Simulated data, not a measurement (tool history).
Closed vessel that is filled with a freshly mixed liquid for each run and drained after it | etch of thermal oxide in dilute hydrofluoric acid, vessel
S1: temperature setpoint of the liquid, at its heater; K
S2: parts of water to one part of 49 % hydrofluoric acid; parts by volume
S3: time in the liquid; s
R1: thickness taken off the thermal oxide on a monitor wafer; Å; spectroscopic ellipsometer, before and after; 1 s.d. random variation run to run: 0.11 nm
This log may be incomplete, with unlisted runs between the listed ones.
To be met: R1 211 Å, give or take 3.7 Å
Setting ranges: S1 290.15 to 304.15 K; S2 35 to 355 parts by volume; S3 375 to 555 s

{"run": 1, "hour": 0.0, "S1": 296.15, "S2": 195, "S3": 555, "R1": 113.33}
{"run": 2, "hour": 4.3, "S1": 297.15, "S2": 190, "S3": 555, "R1": 120.91}
{"run": 3, "hour": 12.1, "S1": 297.15, "S2": 235, "S3": 555, "R1": 92.955}
{"run": 4, "hour": 19.7, "S1": 299.65, "S2": 235, "S3": 555, "R1": 101.44}
{"run": 5, "hour": 21.7, "S1": 299.65, "S2": 295, "S3": 555, "R1": 76.71}
{"run": 6, "hour": 29.3, "S1": 299.65, "S2": 325, "S3": 555, "R1": 66.894}
{"run": 7, "hour": 37.8, "S1": 300.15, "S2": 300, "S3": 555, "R1": 76.366}
{"run": 8, "hour": 42.6, "S1": 300.65, "S2": 280, "S3": 555, "R1": 85.178}
{"run": 9, "hour": 48.7, "S1": 304.15, "S2": 200, "S3": 555, "R1": 146.5}
{"run": 10, "hour": 49.3, "S1": 304.15, "S2": 190, "S3": 555, "R1": 156.29}
{"run": 11, "hour": 55.9, "S1": 304.15, "S2": 185, "S3": 555, "R1": 160.44}
{"run": 12, "hour": 64.6, "S1": 304.15, "S2": 130, "S3": 555, "R1": 246.5}
{"run": 13, "hour": 68.6, "S1": 303.65, "S2": 130, "S3": 555, "R1": 243.3}
{"run": 14, "hour": 72.8, "S1": 303.15, "S2": 130, "S3": 555, "R1": 237.28}
{"run": 15, "hour": 74.9, "S1": 302.65, "S2": 130, "S3": 555, "R1": 234.32}
{"run": 16, "hour": 80.5, "S1": 299.15, "S2": 130, "S3": 555, "R1": 205.21}

Consider the 4 candidate settings below. Which is the only one whose results all fall within their allowed miss of target?
{"run": "A", "hour": 86.1, "S1": 296.15, "S2": 115, "S3": 555, "R1": "?"}
{"run": "B", "hour": 86.1, "S1": 300.65, "S2": 140, "S3": 555, "R1": "?"}
{"run": "C", "hour": 86.1, "S1": 294.65, "S2": 115, "S3": 555, "R1": "?"}
{"run": "D", "hour": 86.1, "S1": 302.15, "S2": 145, "S3": 540, "R1": "?"}

move=A R1=209.01
move=B R1=197.95
move=C R1=196.89
move=D R1=195.27
A: every result within its allowed miss
B: moves away from the targets compared with the last run
C: moves away from the targets compared with the last run
D: moves away from the targets compared with the last run
A is the move that brings every result within its allowed miss.
